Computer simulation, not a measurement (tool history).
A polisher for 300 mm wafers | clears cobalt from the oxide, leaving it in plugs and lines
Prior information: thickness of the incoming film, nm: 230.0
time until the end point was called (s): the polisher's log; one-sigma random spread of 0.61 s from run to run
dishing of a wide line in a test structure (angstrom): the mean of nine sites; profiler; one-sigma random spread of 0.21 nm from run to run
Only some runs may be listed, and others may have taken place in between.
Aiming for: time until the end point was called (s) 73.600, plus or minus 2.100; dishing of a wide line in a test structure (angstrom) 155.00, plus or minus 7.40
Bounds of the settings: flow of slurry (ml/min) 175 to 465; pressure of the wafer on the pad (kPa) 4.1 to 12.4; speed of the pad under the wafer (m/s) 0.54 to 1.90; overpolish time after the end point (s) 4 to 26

run,hour,flow of slurry (ml/min),pressure of the wafer on the pad (kPa),speed of the pad under the wafer (m/s),overpolish time after the end point (s),time until the end point was called (s),dishing of a wide line in a test structure (angstrom)
1,0.0,295,8.3,1.22,13,52.884,344.02
2,3.0,295,8.3,1.22,16,52.912,381.41
3,9.2,295,7.6,1.22,14,56.668,336.79
4,17.8,295,7.6,1.02,14,68.368,308.99
5,20.2,295,7.6,0.72,14,96.961,246.66
6,24.5,295,7.6,0.72,9,95.123,174.29
7,32.9,295,8.3,0.72,8,88.683,168.31
8,38.8,300,9.7,0.72,7,76.810,174.19
9,45.4,300,9.7,0.72,6,76.541,148.24

5 candidate next runs follow, results not yet known. Just one meets every target within its allowed miss. Identify it.
A,52.0,305,12.4,0.64,6,?,?
B,52.0,310,11.0,0.66,6,?,?
C,52.0,340,9.0,0.86,5,?,?
D,52.0,295,9.7,0.70,6,?,?
E,52.0,340,10.3,0.62,7,?,?

move,time until the end point was called (s),dishing of a wide line in a test structure (angstrom)
A,68.285,164.37
B,73.820,154.15
C,68.735,140.34
D,79.219,145.32
E,82.410,160.01
A: takes the result that was furthest off past its target
B: all results land within tolerance of their targets
C: takes the result that was furthest off past its target
D: its largest miss is bigger than the last run's
E: its largest miss is bigger than the last run's
The move that meets every target is B.
